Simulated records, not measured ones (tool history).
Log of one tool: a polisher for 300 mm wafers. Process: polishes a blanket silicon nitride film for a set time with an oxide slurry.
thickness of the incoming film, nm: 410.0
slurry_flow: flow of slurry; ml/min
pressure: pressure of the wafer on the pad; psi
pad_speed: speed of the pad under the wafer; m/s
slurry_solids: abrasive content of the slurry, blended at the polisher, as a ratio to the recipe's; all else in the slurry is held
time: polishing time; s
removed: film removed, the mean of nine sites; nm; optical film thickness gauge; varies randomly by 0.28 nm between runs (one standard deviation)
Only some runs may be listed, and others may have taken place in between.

run 1 hour=0.0 | slurry_flow=145 pressure=3.8 pad_speed=0.88 slurry_solids=1.00 time=75 | removed=52.946
run 2 hour=3.2 | slurry_flow=145 pressure=3.8 pad_speed=0.88 slurry_solids=1.15 time=75 | removed=54.549
run 3 hour=8.8 | slurry_flow=175 pressure=3.8 pad_speed=0.88 slurry_solids=1.15 time=75 | removed=57.315
run 4 hour=12.3 | slurry_flow=165 pressure=3.6 pad_speed=0.88 slurry_solids=1.15 time=75 | removed=53.782
run 5 hour=20.0 | slurry_flow=165 pressure=3.6 pad_speed=0.96 slurry_solids=1.15 time=75 | removed=57.626
run 6 hour=29.0 | slurry_flow=135 pressure=3.6 pad_speed=0.96 slurry_solids=1.15 time=75 | removed=55.672
run 7 hour=34.0 | slurry_flow=130 pressure=3.3 pad_speed=0.96 slurry_solids=1.15 time=75 | removed=50.658
run 8 hour=42.4 | slurry_flow=130 pressure=3.3 pad_speed=0.96 slurry_solids=1.15 time=75 | removed=50.003
run 9 hour=44.8 | slurry_flow=125 pressure=3.2 pad_speed=0.96 slurry_solids=1.15 time=75 | removed=48.496
run 10 hour=52.2 | slurry_flow=120 pressure=3.1 pad_speed=0.96 slurry_solids=1.15 time=75 | removed=47.098
run 11 hour=58.6 | slurry_flow=120 pressure=3.1 pad_speed=0.96 slurry_solids=1.15 time=75 | removed=46.648

Estimate the outcome of run 12 from the log above:
run 12 hour=66.8 | slurry_flow=115 pressure=3.0 pad_speed=0.96 slurry_solids=1.15 time=75 | removed=?

For run 12 the tool returned removed 44.684 nm.

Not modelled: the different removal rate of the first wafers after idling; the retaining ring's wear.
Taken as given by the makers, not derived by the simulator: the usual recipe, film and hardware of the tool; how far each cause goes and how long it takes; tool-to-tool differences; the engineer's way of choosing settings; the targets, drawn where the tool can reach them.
